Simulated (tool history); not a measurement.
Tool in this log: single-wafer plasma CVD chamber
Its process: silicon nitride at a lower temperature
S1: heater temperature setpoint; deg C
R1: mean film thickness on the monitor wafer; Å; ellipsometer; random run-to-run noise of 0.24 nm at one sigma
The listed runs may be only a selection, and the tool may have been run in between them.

{"run": 1, "hour": 0.0, "S1": 335, "chamber pressure (mTorr)": 1670, "RF power (W)": 270, "deposition time (s)": 36.9, "R1": 430.64}
{"run": 2, "hour": 6.6, "S1": 335, "chamber pressure (mTorr)": 1670, "RF power (W)": 300, "deposition time (s)": 36.9, "R1": 473.17}
{"run": 3, "hour": 15.3, "S1": 345, "chamber pressure (mTorr)": 1670, "RF power (W)": 300, "deposition time (s)": 36.9, "R1": 470.36}
{"run": 4, "hour": 21.6, "S1": 345, "chamber pressure (mTorr)": 1700, "RF power (W)": 300, "deposition time (s)": 36.9, "R1": 472.28}
{"run": 5, "hour": 29.9, "S1": 345, "chamber pressure (mTorr)": 1700, "RF power (W)": 275, "deposition time (s)": 36.9, "R1": 436.69}
{"run": 6, "hour": 34.7, "S1": 345, "chamber pressure (mTorr)": 1700, "RF power (W)": 275, "deposition time (s)": 38.1, "R1": 452.37}
{"run": 7, "hour": 36.6, "S1": 345, "chamber pressure (mTorr)": 1700, "RF power (W)": 275, "deposition time (s)": 38.1, "R1": 450.49}
{"run": 8, "hour": 39.0, "S1": 345, "chamber pressure (mTorr)": 1760, "RF power (W)": 275, "deposition time (s)": 38.1, "R1": 453.84}
{"run": 9, "hour": 40.5, "S1": 345, "chamber pressure (mTorr)": 1820, "RF power (W)": 275, "deposition time (s)": 38.1, "R1": 459.92}
{"run": 10, "hour": 46.3, "S1": 345, "chamber pressure (mTorr)": 1870, "RF power (W)": 275, "deposition time (s)": 38.1, "R1": 464.28}
{"run": 11, "hour": 55.1, "S1": 345, "chamber pressure (mTorr)": 1910, "RF power (W)": 275, "deposition time (s)": 38.1, "R1": 469.78}
{"run": 12, "hour": 62.8, "S1": 345, "chamber pressure (mTorr)": 1940, "RF power (W)": 275, "deposition time (s)": 38.1, "R1": 470.15}
{"run": 13, "hour": 67.5, "S1": 345, "chamber pressure (mTorr)": 1970, "RF power (W)": 275, "deposition time (s)": 38.1, "R1": 468.55}
{"run": 14, "hour": 72.5, "S1": 345, "chamber pressure (mTorr)": 2000, "RF power (W)": 275, "deposition time (s)": 38.1, "R1": 473.27}

Run 15, settings as shown, results not yet in. Your forecast:
{"run": 15, "hour": 73.1, "S1": 345, "chamber pressure (mTorr)": 2020, "RF power (W)": 275, "deposition time (s)": 38.1, "R1": "?"}

For run 15 the tool returned R1 472.44 Å.
